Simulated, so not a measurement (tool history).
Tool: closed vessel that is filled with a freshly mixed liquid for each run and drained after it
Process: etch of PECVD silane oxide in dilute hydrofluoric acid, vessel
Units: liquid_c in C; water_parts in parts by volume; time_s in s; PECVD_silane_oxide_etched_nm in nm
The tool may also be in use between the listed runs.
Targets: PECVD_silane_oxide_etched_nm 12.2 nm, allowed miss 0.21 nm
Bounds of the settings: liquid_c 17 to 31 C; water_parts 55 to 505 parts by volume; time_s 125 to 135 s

Run 1, hour 0: liquid_c 23 C, water_parts 280 parts by volume, time_s 125 s. Result: PECVD_silane_oxide_etched_nm 10.274 nm.
Run 2, hour 8.1: liquid_c 23 C, water_parts 280 parts by volume, time_s 135 s. Result: PECVD_silane_oxide_etched_nm 11.046 nm.
Run 3, hour 12.9: liquid_c 21.5 C, water_parts 280 parts by volume, time_s 135 s. Result: PECVD_silane_oxide_etched_nm 10.46 nm.
Run 4, hour 20.6: liquid_c 22.5 C, water_parts 280 parts by volume, time_s 135 s. Result: PECVD_silane_oxide_etched_nm 10.78 nm.
Run 5, hour 27.1: liquid_c 19.5 C, water_parts 280 parts by volume, time_s 135 s. Result: PECVD_silane_oxide_etched_nm 9.7215 nm.
Run 6, hour 30.2: liquid_c 18 C, water_parts 280 parts by volume, time_s 135 s. Result: PECVD_silane_oxide_etched_nm 9.2156 nm.
Run 7, hour 34.2: liquid_c 20.5 C, water_parts 280 parts by volume, time_s 135 s. Result: PECVD_silane_oxide_etched_nm 10.139 nm.
Run 8, hour 35.9: liquid_c 22 C, water_parts 280 parts by volume, time_s 135 s. Result: PECVD_silane_oxide_etched_nm 10.586 nm.
Run 9, hour 37.1: liquid_c 23 C, water_parts 280 parts by volume, time_s 135 s. Result: PECVD_silane_oxide_etched_nm 11.095 nm.
Run 10, hour 40.8: liquid_c 24 C, water_parts 280 parts by volume, time_s 135 s. Result: PECVD_silane_oxide_etched_nm 11.453 nm.

Which of these 4 next moves meets every target?
Run A, hour 44.5: liquid_c 24 C, water_parts 250 parts by volume, time_s 125 s. Result: PECVD_silane_oxide_etched_nm ?.
Run B, hour 44.5: liquid_c 25 C, water_parts 295 parts by volume, time_s 125 s. Result: PECVD_silane_oxide_etched_nm ?.
Run C, hour 44.5: liquid_c 25 C, water_parts 305 parts by volume, time_s 135 s. Result: PECVD_silane_oxide_etched_nm ?.
Run D, hour 44.5: liquid_c 23.5 C, water_parts 265 parts by volume, time_s 130 s. Result: PECVD_silane_oxide_etched_nm ?.

move  PECVD_silane_oxide_etched_nm
   A                          12.2
   B                        10.233
   C                        10.583
   D                        11.581
A: meets every target
B: further off than the last run
C: further off than the last run
D: nearer than the last run, and not there yet
Move A is the one to make.
